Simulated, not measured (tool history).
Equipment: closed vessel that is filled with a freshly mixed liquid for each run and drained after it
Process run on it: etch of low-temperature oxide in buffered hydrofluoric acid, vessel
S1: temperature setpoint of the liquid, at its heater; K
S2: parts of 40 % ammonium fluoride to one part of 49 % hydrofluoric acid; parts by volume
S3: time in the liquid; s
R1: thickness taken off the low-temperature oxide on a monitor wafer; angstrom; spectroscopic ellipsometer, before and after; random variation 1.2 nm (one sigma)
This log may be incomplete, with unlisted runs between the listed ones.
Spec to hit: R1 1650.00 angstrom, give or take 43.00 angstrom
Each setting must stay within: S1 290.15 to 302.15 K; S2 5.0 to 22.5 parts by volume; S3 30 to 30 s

{"run": 1, "hour": 0.0, "S1": 294.15, "S2": 13.5, "S3": 30, "R1": 784.86}
{"run": 2, "hour": 5.5, "S1": 294.15, "S2": 15.5, "S3": 30, "R1": 687.2}
{"run": 3, "hour": 14.8, "S1": 295.65, "S2": 14.0, "S3": 30, "R1": 835.57}
{"run": 4, "hour": 17.2, "S1": 293.15, "S2": 14.0, "S3": 30, "R1": 719.13}
{"run": 5, "hour": 21.4, "S1": 295.15, "S2": 13.0, "S3": 30, "R1": 854.08}
{"run": 6, "hour": 29.3, "S1": 292.65, "S2": 13.0, "S3": 30, "R1": 755.34}
{"run": 7, "hour": 38.3, "S1": 296.65, "S2": 8.5, "S3": 30, "R1": 1374.6}
{"run": 8, "hour": 44.3, "S1": 297.15, "S2": 8.5, "S3": 30, "R1": 1413.0}

4 candidate next runs follow, results not yet known. Just one meets every target within its allowed miss. Identify it.
{"run": "A", "hour": 50.3, "S1": 295.65, "S2": 6.5, "S3": 30, "R1": "?"}
{"run": "B", "hour": 50.3, "S1": 298.65, "S2": 8.0, "S3": 30, "R1": "?"}
{"run": "C", "hour": 50.3, "S1": 298.15, "S2": 7.5, "S3": 30, "R1": "?"}
{"run": "D", "hour": 50.3, "S1": 298.65, "S2": 7.5, "S3": 30, "R1": "?"}

move=A R1=1728.20
move=B R1=1651.90
move=C R1=1724.00
move=D R1=1771.20
A: takes the biggest miss from the last run beyond its target
B: every result within its allowed miss
C: takes the biggest miss from the last run beyond its target
D: takes the biggest miss from the last run beyond its target
B meets every target.
